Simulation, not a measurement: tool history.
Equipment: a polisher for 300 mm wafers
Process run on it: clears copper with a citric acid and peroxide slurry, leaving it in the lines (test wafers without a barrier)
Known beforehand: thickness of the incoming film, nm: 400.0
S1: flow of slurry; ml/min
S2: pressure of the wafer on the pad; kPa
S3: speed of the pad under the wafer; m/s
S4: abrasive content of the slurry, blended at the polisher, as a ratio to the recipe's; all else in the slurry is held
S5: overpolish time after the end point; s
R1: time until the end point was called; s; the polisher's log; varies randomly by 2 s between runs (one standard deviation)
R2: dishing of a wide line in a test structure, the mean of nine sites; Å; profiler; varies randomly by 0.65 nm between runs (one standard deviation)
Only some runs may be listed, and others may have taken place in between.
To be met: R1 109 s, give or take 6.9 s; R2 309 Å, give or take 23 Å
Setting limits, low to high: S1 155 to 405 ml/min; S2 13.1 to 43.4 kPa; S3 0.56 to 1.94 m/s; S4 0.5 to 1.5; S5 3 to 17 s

| run | hour | S1 | S2 | S3 | S4 | S5 | R1 | R2 |
|---|---|---|---|---|---|---|---|---|
| 1 | 0 | 260 | 28.3 | 1.24 | 1 | 9 | 76.476 | 294.26 |
| 2 | 2.5 | 315 | 28.3 | 1.24 | 1 | 9 | 77.309 | 288 |
| 3 | 6.7 | 315 | 28.3 | 1.24 | 1.15 | 9 | 72.382 | 283.31 |
| 4 | 12.9 | 315 | 28.3 | 1.24 | 1.15 | 11 | 76.107 | 352.32 |
| 5 | 21.9 | 315 | 28.3 | 1.02 | 1.15 | 11 | 85.869 | 308.83 |
| 6 | 27.7 | 345 | 28.3 | 1.02 | 1.15 | 11 | 85.667 | 299.95 |
| 7 | 30.9 | 345 | 27.6 | 1.02 | 1.15 | 11 | 90.151 | 294.7 |
| 8 | 35.4 | 345 | 26.9 | 1.02 | 1.15 | 11 | 92.412 | 284.11 |
| 9 | 36 | 345 | 26.2 | 1.02 | 1.15 | 11 | 93.432 | 288.7 |
| 10 | 38.5 | 345 | 25.5 | 1.02 | 1.15 | 11 | 96.387 | 280.65 |
| 11 | 39.9 | 345 | 22.1 | 1 | 1.15 | 13 | 113.06 | 282.68 |

Exactly one of the 4 candidate moves below puts every result within its allowed miss. Which one?
| A | 41.3 | 315 | 20.7 | 1.36 | 1.15 | 12 | ? | ? |
| B | 41.3 | 335 | 19.3 | 1.3 | 1.05 | 11 | ? | ? |
| C | 41.3 | 385 | 24.8 | 1 | 1.1 | 16 | ? | ? |
| D | 41.3 | 340 | 22.1 | 1.02 | 1.15 | 14 | ? | ? |

| move | R1 | R2 |
|---|---|---|
| A | 94.112 | 300.01 |
| B | 105.57 | 249.25 |
| C | 101.23 | 366.15 |
| D | 111.69 | 296.3 |
A: puts the biggest miss on target and leaves a different result outside tolerance
B: its largest miss is bigger than the last run's
C: takes the biggest miss from the last run beyond its target
D: all results in spec
D is the move that brings every result within its allowed miss.
